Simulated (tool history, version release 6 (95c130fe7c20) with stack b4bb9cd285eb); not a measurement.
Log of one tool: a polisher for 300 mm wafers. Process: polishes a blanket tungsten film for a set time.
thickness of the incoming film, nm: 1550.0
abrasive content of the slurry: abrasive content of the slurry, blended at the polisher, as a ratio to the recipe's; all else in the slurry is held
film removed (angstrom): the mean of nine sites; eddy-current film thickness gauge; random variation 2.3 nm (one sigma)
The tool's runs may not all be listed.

run,hour,flow of slurry (ml/min),pressure of the wafer on the pad (psi),speed of the pad under the wafer (cm/s),abrasive content of the slurry,polishing time (s),film removed (angstrom)
1,0,220,4,126,1,35,2543.8
2,3,220,3.7,126,1,35,2432
3,9.5,220,3.7,126,0.85,35,2344.5
4,15.5,220,3.7,126,0.85,35,2317.4
5,20.8,220,3.5,126,0.85,35,2212.2
6,22.3,220,3.9,126,0.85,35,2435.5
7,30.6,220,3.6,126,0.85,35,2271.8
8,35.5,220,3.4,126,0.85,35,2099.5
9,40.4,220,3.3,126,0.85,35,1988.6
10,43.6,220,3.2,126,0.85,35,1975.1

The next listed run, before its measurement:
11,49.6,220,3.1,126,0.85,35,?

{"run 11": {"film removed (angstrom)": 1921.4}}

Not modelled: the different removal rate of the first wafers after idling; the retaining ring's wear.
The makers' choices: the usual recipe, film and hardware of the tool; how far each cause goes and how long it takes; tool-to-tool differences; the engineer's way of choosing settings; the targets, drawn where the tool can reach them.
